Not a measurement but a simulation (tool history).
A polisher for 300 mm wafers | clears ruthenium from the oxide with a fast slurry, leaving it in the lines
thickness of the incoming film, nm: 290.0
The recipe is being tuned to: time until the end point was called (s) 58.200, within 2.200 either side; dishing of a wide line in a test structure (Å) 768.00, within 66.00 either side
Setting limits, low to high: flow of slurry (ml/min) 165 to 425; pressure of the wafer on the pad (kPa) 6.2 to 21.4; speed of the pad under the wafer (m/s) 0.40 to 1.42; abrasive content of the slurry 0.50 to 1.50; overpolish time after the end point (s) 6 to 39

| run | hour | flow of slurry (ml/min) | pressure of the wafer on the pad (kPa) | speed of the pad under the wafer (m/s) | abrasive content of the slurry | overpolish time after the end point (s) | time until the end point was called (s) | dishing of a wide line in a test structure (Å) |
|---|---|---|---|---|---|---|---|---|
| 1 | 0.0 | 275 | 13.8 | 0.90 | 1.00 | 20 | 95.734 | 413.43 |
| 2 | 6.1 | 275 | 13.8 | 1.08 | 1.00 | 20 | 85.374 | 486.95 |
| 3 | 12.3 | 275 | 14.5 | 1.08 | 1.00 | 20 | 80.986 | 506.80 |
| 4 | 16.3 | 275 | 14.5 | 1.08 | 1.00 | 17 | 80.554 | 432.87 |
| 5 | 19.7 | 275 | 14.5 | 0.96 | 1.00 | 17 | 87.396 | 394.56 |
| 6 | 26.9 | 275 | 15.2 | 0.96 | 1.00 | 18 | 83.257 | 431.30 |
| 7 | 35.0 | 275 | 15.9 | 0.96 | 1.00 | 19 | 79.957 | 469.54 |
| 8 | 35.7 | 275 | 16.5 | 0.96 | 1.00 | 20 | 77.088 | 513.20 |
| 9 | 37.7 | 275 | 17.2 | 0.96 | 1.00 | 20 | 74.922 | 536.32 |
| 10 | 38.4 | 275 | 17.9 | 0.96 | 1.00 | 20 | 71.732 | 553.23 |
| 11 | 46.8 | 275 | 18.6 | 0.96 | 1.00 | 20 | 68.481 | 604.65 |
| 12 | 49.1 | 275 | 19.3 | 0.96 | 1.00 | 20 | 65.658 | 597.46 |
| 13 | 54.8 | 275 | 19.3 | 0.96 | 1.00 | 20 | 64.566 | 577.72 |
| 14 | 61.6 | 275 | 19.3 | 0.96 | 1.00 | 21 | 66.504 | 619.84 |
| 15 | 66.8 | 275 | 20.7 | 0.98 | 1.00 | 22 | 61.140 | 702.78 |

Consider the 5 candidate settings below. Which is the only one whose results all fall within their allowed miss of target?
| A | 72.0 | 275 | 19.3 | 0.94 | 1.10 | 21 | ? | ? |
| B | 72.0 | 260 | 21.4 | 0.98 | 1.00 | 24 | ? | ? |
| C | 72.0 | 280 | 20.0 | 0.94 | 1.00 | 22 | ? | ? |
| D | 72.0 | 210 | 21.4 | 1.12 | 1.15 | 18 | ? | ? |
| E | 72.0 | 200 | 21.4 | 1.18 | 1.05 | 21 | ? | ? |

| move | time until the end point was called (s) | dishing of a wide line in a test structure (Å) |
|---|---|---|
| A | 64.511 | 613.00 |
| B | 58.728 | 738.69 |
| C | 64.045 | 641.12 |
| D | 52.429 | 640.83 |
| E | 52.191 | 729.55 |
A: the biggest miss grows against the last run
B: in spec on every target
C: the biggest miss grows against the last run
D: moves the result that the last run missed by most past its target, out the other side
E: moves the result that the last run missed by most past its target, out the other side
Correct choice: B, which meets every target
